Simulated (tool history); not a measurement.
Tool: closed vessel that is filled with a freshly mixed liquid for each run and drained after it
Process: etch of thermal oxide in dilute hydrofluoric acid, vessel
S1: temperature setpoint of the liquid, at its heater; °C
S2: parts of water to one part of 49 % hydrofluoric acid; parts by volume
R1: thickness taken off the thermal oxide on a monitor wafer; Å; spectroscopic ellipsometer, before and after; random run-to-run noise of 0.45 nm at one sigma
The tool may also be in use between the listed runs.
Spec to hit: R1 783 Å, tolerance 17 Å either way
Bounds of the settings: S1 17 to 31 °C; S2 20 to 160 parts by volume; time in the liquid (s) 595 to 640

Run 1, hour 0: S1 23 °C, S2 90 parts by volume, time in the liquid (s) 595. Result: R1 292.57 Å.
Run 2, hour 4: S1 24.5 °C, S2 80 parts by volume, time in the liquid (s) 595. Result: R1 356.04 Å.
Run 3, hour 5.3: S1 25.5 °C, S2 70 parts by volume, time in the liquid (s) 595. Result: R1 429.26 Å.
Run 4, hour 10: S1 23.5 °C, S2 70 parts by volume, time in the liquid (s) 595. Result: R1 398.3 Å.
Run 5, hour 12: S1 21.5 °C, S2 70 parts by volume, time in the liquid (s) 595. Result: R1 365.47 Å.
Run 6, hour 18.2: S1 23.5 °C, S2 65 parts by volume, time in the liquid (s) 595. Result: R1 429.45 Å.
Run 7, hour 26.2: S1 25 °C, S2 60 parts by volume, time in the liquid (s) 595. Result: R1 499.43 Å.
Run 8, hour 35.1: S1 26 °C, S2 55 parts by volume, time in the liquid (s) 595. Result: R1 575.14 Å.
Run 9, hour 37.9: S1 26 °C, S2 55 parts by volume, time in the liquid (s) 595. Result: R1 570.07 Å.
Run 10, hour 43.2: S1 30 °C, S2 45 parts by volume, time in the liquid (s) 595. Result: R1 832.57 Å.
Run 11, hour 47.6: S1 29.5 °C, S2 45 parts by volume, time in the liquid (s) 595. Result: R1 811.79 Å.

Which one of the following 4 next-run settings gets every result inside its allowed miss? There is exactly one.
Run A, hour 52: S1 26 °C, S2 45 parts by volume, time in the liquid (s) 620. Result: R1 ?.
Run B, hour 52: S1 31 °C, S2 50 parts by volume, time in the liquid (s) 600. Result: R1 ?.
Run C, hour 52: S1 29.5 °C, S2 45 parts by volume, time in the liquid (s) 620. Result: R1 ?.
Run D, hour 52: S1 29.5 °C, S2 45 parts by volume, time in the liquid (s) 600. Result: R1 ?.

move      R1
   A  738.28
   B   778.8
   C  849.61
   D   822.2
A: takes the result that was furthest off past its target
B: all results in spec
C: further off than the last run
D: further off than the last run
Move B is the one to make.
